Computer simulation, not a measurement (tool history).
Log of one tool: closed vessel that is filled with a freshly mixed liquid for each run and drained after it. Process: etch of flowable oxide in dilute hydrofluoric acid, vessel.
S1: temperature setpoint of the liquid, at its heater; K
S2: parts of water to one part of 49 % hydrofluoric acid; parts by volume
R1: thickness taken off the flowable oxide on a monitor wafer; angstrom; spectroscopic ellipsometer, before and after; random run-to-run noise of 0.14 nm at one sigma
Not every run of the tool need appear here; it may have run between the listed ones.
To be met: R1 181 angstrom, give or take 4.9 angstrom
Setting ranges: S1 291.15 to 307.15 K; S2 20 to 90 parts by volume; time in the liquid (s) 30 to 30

run 1 hour=0 | S1=299.15 S2=50 time_in_the_liquid_(s)=30 | R1=210.4
run 2 hour=8.3 | S1=298.65 S2=50 time_in_the_liquid_(s)=30 | R1=208.1
run 3 hour=15.2 | S1=301.65 S2=50 time_in_the_liquid_(s)=30 | R1=233.84
run 4 hour=21.7 | S1=301.65 S2=50 time_in_the_liquid_(s)=30 | R1=238.44
run 5 hour=27.2 | S1=300.65 S2=50 time_in_the_liquid_(s)=30 | R1=226.77
run 6 hour=32 | S1=299.65 S2=50 time_in_the_liquid_(s)=30 | R1=217.96
run 7 hour=38.4 | S1=298.65 S2=50 time_in_the_liquid_(s)=30 | R1=210.46
run 8 hour=40 | S1=298.15 S2=50 time_in_the_liquid_(s)=30 | R1=205.09
run 9 hour=45.8 | S1=297.65 S2=50 time_in_the_liquid_(s)=30 | R1=200.45
run 10 hour=48.2 | S1=297.15 S2=50 time_in_the_liquid_(s)=30 | R1=198.32

Exercise: of the 4 proposed moves below, exactly one satisfies all targets within the stated allowed misses. Which move is it?
run A hour=50.6 | S1=292.65 S2=45 time_in_the_liquid_(s)=30 | R1=?
run B hour=50.6 | S1=296.15 S2=40 time_in_the_liquid_(s)=30 | R1=?
run C hour=50.6 | S1=299.15 S2=55 time_in_the_liquid_(s)=30 | R1=?
run D hour=50.6 | S1=298.65 S2=50 time_in_the_liquid_(s)=30 | R1=?

move=A R1=184.07
move=B R1=241.63
move=C R1=194.8
move=D R1=211.44
A: all results land within tolerance of their targets
B: lands further from the targets than the last run did
C: better than the last run, though not everything is in spec
D: lands further from the targets than the last run did
Move A is the one to make.

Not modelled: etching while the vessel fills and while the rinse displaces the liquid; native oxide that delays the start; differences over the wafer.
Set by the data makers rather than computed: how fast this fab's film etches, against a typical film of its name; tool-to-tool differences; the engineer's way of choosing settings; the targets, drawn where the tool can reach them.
